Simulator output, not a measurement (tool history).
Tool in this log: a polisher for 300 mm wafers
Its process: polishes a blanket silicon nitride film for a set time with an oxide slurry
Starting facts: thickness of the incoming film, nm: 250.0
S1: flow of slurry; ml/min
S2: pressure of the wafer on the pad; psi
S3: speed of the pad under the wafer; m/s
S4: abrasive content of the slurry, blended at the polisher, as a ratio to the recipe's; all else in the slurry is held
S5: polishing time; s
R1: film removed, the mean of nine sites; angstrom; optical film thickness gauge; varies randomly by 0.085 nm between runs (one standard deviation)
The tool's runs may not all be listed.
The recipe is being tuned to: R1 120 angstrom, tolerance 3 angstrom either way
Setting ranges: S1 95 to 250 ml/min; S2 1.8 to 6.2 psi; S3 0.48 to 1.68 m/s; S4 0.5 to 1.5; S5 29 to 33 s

{"run": 1, "hour": 0.0, "S1": 160, "S2": 4, "S3": 1.08, "S4": 1, "S5": 33, "R1": 265.37}
{"run": 2, "hour": 6.2, "S1": 155, "S2": 3.6, "S3": 1.04, "S4": 1, "S5": 33, "R1": 229.96}
{"run": 3, "hour": 10.9, "S1": 155, "S2": 3.6, "S3": 1.04, "S4": 0.8, "S5": 33, "R1": 203.84}
{"run": 4, "hour": 17.5, "S1": 150, "S2": 3.3, "S3": 1.04, "S4": 0.8, "S5": 33, "R1": 187.3}
{"run": 5, "hour": 21.1, "S1": 145, "S2": 3.1, "S3": 1.04, "S4": 0.8, "S5": 33, "R1": 172.72}
{"run": 6, "hour": 22.8, "S1": 140, "S2": 2.9, "S3": 1.04, "S4": 0.8, "S5": 33, "R1": 160.68}
{"run": 7, "hour": 26.0, "S1": 135, "S2": 2.8, "S3": 1.04, "S4": 0.8, "S5": 33, "R1": 154.23}
{"run": 8, "hour": 29.9, "S1": 135, "S2": 2.8, "S3": 1.04, "S4": 0.8, "S5": 33, "R1": 156.42}
{"run": 9, "hour": 36.5, "S1": 130, "S2": 2.7, "S3": 1.04, "S4": 0.8, "S5": 33, "R1": 149.82}
{"run": 10, "hour": 40.2, "S1": 125, "S2": 2.6, "S3": 1.04, "S4": 0.8, "S5": 33, "R1": 142.97}
{"run": 11, "hour": 47.4, "S1": 120, "S2": 2.5, "S3": 1.04, "S4": 0.8, "S5": 33, "R1": 135.82}
{"run": 12, "hour": 51.8, "S1": 115, "S2": 2.5, "S3": 1.04, "S4": 0.8, "S5": 33, "R1": 134.62}
{"run": 13, "hour": 57.4, "S1": 110, "S2": 2.5, "S3": 1.04, "S4": 0.8, "S5": 33, "R1": 133.67}

Below are 5 possible settings for the next run. Only one of them brings all results inside the allowed miss of their targets. Which is it?
{"run": "A", "hour": 63.0, "S1": 135, "S2": 2.3, "S3": 0.8, "S4": 1.05, "S5": 29, "R1": "?"}
{"run": "B", "hour": 63.0, "S1": 95, "S2": 2.6, "S3": 0.92, "S4": 0.9, "S5": 32, "R1": "?"}
{"run": "C", "hour": 63.0, "S1": 95, "S2": 2.6, "S3": 1.3, "S4": 0.7, "S5": 29, "R1": "?"}
{"run": "D", "hour": 63.0, "S1": 95, "S2": 3, "S3": 1.22, "S4": 0.65, "S5": 29, "R1": "?"}
{"run": "E", "hour": 63.0, "S1": 130, "S2": 2.5, "S3": 0.92, "S4": 0.8, "S5": 29, "R1": "?"}

move=A R1=115.89
move=B R1=129.92
move=C R1=122.83
move=D R1=128.39
move=E R1=115.02
A: moves the result that the last run missed by most past its target, out the other side
B: nearer than the last run, and not there yet
C: all results land within tolerance of their targets
D: nearer than the last run, and not there yet
E: moves the result that the last run missed by most past its target, out the other side
Answer: C
